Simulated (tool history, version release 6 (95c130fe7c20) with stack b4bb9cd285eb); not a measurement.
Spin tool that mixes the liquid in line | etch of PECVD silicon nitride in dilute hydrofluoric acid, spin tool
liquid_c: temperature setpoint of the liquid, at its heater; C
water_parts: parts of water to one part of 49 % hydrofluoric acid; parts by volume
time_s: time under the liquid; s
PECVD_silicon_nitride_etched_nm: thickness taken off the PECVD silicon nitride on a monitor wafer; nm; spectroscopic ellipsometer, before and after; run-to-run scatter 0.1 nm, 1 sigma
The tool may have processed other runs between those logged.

run,hour,liquid_c,water_parts,time_s,PECVD_silicon_nitride_etched_nm
1,0.0,26.0,215,260,5.7869
2,2.0,26.0,215,260,5.8528
3,3.0,28.0,175,260,8.0954
4,8.6,31.0,175,260,9.7796
5,17.5,32.0,150,260,11.9750
6,23.8,32.0,150,280,12.9570
7,30.7,32.0,150,280,13.0000
8,39.6,32.5,135,280,14.9080
9,42.4,33.0,130,280,16.0840

Expected results for the next run?
10,49.6,33.5,125,280,?

Run 10 gave PECVD_silicon_nitride_etched_nm 17.1820 nm.
